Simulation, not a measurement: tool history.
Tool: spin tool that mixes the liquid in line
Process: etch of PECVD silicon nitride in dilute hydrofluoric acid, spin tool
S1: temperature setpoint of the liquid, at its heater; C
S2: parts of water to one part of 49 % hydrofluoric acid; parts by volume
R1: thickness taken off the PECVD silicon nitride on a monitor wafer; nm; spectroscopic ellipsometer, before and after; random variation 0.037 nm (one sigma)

Run 1, day 0.000: S1 22.0 C, S2 140 parts by volume, time under the liquid (s) 315. Result: R1 4.1476 nm.
Run 2, day 0.358: S1 24.5 C, S2 140 parts by volume, time under the liquid (s) 315. Result: R1 4.8818 nm.
Run 3, day 0.658: S1 24.5 C, S2 180 parts by volume, time under the liquid (s) 315. Result: R1 3.8012 nm.
Run 4, day 0.717: S1 24.5 C, S2 180 parts by volume, time under the liquid (s) 335. Result: R1 3.9759 nm.
Run 5, day 0.750: S1 24.5 C, S2 180 parts by volume, time under the liquid (s) 335. Result: R1 3.9734 nm.
Run 6, day 0.796: S1 24.5 C, S2 180 parts by volume, time under the liquid (s) 315. Result: R1 3.8169 nm.
Run 7, day 0.971: S1 23.5 C, S2 180 parts by volume, time under the liquid (s) 315. Result: R1 3.5285 nm.
Run 8, day 1.342: S1 22.5 C, S2 180 parts by volume, time under the liquid (s) 315. Result: R1 3.1981 nm.
Run 9, day 1.571: S1 22.0 C, S2 180 parts by volume, time under the liquid (s) 315. Result: R1 3.1615 nm.
Run 10, day 1.767: S1 21.5 C, S2 180 parts by volume, time under the liquid (s) 315. Result: R1 3.0812 nm.
Run 11, day 1.938: S1 21.0 C, S2 180 parts by volume, time under the liquid (s) 315. Result: R1 2.9549 nm.
Run 12, day 1.979: S1 20.5 C, S2 180 parts by volume, time under the liquid (s) 315. Result: R1 2.8323 nm.

Forecast run 13:
Run 13, day 2.046: S1 20.0 C, S2 180 parts by volume, time under the liquid (s) 315. Result: R1 ?.

{"run 13": {"R1": 2.862}}
